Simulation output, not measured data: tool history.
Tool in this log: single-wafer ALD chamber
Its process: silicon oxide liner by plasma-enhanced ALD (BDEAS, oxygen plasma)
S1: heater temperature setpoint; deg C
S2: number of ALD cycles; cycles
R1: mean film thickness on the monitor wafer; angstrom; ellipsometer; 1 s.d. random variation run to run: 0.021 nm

run 1 day=0.000 | S1=315 S2=72 | R1=68.422
run 2 day=0.067 | S1=305 S2=72 | R1=69.263
run 3 day=0.362 | S1=305 S2=70 | R1=66.985
run 4 day=0.471 | S1=305 S2=69 | R1=66.543
run 5 day=0.825 | S1=305 S2=68 | R1=65.270
run 6 day=0.867 | S1=298 S2=68 | R1=65.748

Expected results for the next run?
run 7 day=0.908 | S1=298 S2=67 | R1=?

For run 7 the tool returned R1 65.059 angstrom.

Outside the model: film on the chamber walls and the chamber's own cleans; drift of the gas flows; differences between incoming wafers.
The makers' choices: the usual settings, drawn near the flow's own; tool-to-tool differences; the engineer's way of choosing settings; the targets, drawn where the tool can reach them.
